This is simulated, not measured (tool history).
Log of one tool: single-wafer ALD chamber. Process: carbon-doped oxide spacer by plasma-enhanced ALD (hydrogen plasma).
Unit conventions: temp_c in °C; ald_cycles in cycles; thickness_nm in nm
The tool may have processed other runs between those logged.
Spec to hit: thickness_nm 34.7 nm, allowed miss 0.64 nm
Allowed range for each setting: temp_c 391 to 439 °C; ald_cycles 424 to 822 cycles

Run 1, hour 0: temp_c 415 °C, ald_cycles 623 cycles. Result: thickness_nm 30.654 nm.
Run 2, hour 7.9: temp_c 413 °C, ald_cycles 633 cycles. Result: thickness_nm 31.707 nm.
Run 3, hour 8.7: temp_c 410 °C, ald_cycles 636 cycles. Result: thickness_nm 31.763 nm.
Run 4, hour 14.1: temp_c 409 °C, ald_cycles 645 cycles. Result: thickness_nm 32.366 nm.
Run 5, hour 20.7: temp_c 409 °C, ald_cycles 559 cycles. Result: thickness_nm 28.417 nm.
Run 6, hour 24.1: temp_c 407 °C, ald_cycles 579 cycles. Result: thickness_nm 29.326 nm.
Run 7, hour 29.3: temp_c 406 °C, ald_cycles 597 cycles. Result: thickness_nm 30.045 nm.
Run 8, hour 36.8: temp_c 406 °C, ald_cycles 614 cycles. Result: thickness_nm 31.052 nm.
Run 9, hour 37.6: temp_c 405 °C, ald_cycles 626 cycles. Result: thickness_nm 31.857 nm.
Run 10, hour 42.2: temp_c 404 °C, ald_cycles 633 cycles. Result: thickness_nm 31.948 nm.
Run 11, hour 50.7: temp_c 404 °C, ald_cycles 633 cycles. Result: thickness_nm 31.874 nm.
Run 12, hour 58.8: temp_c 404 °C, ald_cycles 643 cycles. Result: thickness_nm 32.594 nm.
Run 13, hour 64.5: temp_c 403 °C, ald_cycles 649 cycles. Result: thickness_nm 33.418 nm.
Run 14, hour 71.1: temp_c 402 °C, ald_cycles 651 cycles. Result: thickness_nm 33.189 nm.
Run 15, hour 79.3: temp_c 401 °C, ald_cycles 655 cycles. Result: thickness_nm 33.601 nm.
Run 16, hour 83.1: temp_c 400 °C, ald_cycles 658 cycles. Result: thickness_nm 33.951 nm.

Consider the 5 candidate settings below. Which is the only one whose results all fall within their allowed miss of target?
Run A, hour 86.9: temp_c 398 °C, ald_cycles 647 cycles. Result: thickness_nm ?.
Run B, hour 86.9: temp_c 400 °C, ald_cycles 631 cycles. Result: thickness_nm ?.
Run C, hour 86.9: temp_c 396 °C, ald_cycles 645 cycles. Result: thickness_nm ?.
Run D, hour 86.9: temp_c 396 °C, ald_cycles 673 cycles. Result: thickness_nm ?.
Run E, hour 86.9: temp_c 398 °C, ald_cycles 636 cycles. Result: thickness_nm ?.

move  thickness_nm
   A        33.416
   B        32.417
   C        33.316
   D        34.763
   E        32.847
A: misses by more than the last run did
B: misses by more than the last run did
C: misses by more than the last run did
D: each result inside its tolerance
E: misses by more than the last run did
So the answer is move D, the one that meets all the targets.

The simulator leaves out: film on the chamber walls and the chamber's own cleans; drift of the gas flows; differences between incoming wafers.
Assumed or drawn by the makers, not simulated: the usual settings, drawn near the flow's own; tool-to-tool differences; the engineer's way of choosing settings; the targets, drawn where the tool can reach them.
